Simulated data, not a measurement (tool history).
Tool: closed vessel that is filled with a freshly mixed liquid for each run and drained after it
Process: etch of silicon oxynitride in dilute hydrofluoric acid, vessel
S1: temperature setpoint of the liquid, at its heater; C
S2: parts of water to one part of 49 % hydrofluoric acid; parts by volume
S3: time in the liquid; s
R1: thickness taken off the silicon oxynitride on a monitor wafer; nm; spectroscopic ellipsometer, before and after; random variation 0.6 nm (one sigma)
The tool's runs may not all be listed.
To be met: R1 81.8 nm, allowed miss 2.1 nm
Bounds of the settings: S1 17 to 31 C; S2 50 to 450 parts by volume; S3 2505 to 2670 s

| run | hour | S1 | S2 | S3 | R1 |
|---|---|---|---|---|---|
| 1 | 0 | 23 | 250 | 2505 | 45.167 |
| 2 | 5.4 | 23 | 250 | 2505 | 45.296 |
| 3 | 13 | 24.5 | 240 | 2505 | 50.853 |
| 4 | 15.6 | 24.5 | 240 | 2670 | 53.147 |
| 5 | 18.9 | 24.5 | 320 | 2670 | 38.243 |
| 6 | 24.1 | 24.5 | 320 | 2670 | 37.875 |
| 7 | 33.3 | 25.5 | 295 | 2670 | 43.756 |
| 8 | 38.6 | 26.5 | 275 | 2670 | 49.694 |
| 9 | 45.5 | 27.5 | 260 | 2670 | 54.718 |
| 10 | 47.9 | 31 | 185 | 2670 | 96.502 |
| 11 | 55 | 30 | 185 | 2670 | 92.619 |

Which of these 4 next moves meets every target?
| A | 62.1 | 26 | 185 | 2590 | ? |
| B | 62.1 | 28 | 160 | 2670 | ? |
| C | 62.1 | 30.5 | 190 | 2525 | ? |
| D | 62.1 | 29.5 | 190 | 2505 | ? |

| move | R1 |
|---|---|
| A | 75.103 |
| B | 99.843 |
| C | 86.136 |
| D | 81.926 |
A: takes the result that was furthest off past its target
B: further off than the last run
C: nearer than the last run, and not there yet
D: meets every target
Move D is the one to make.
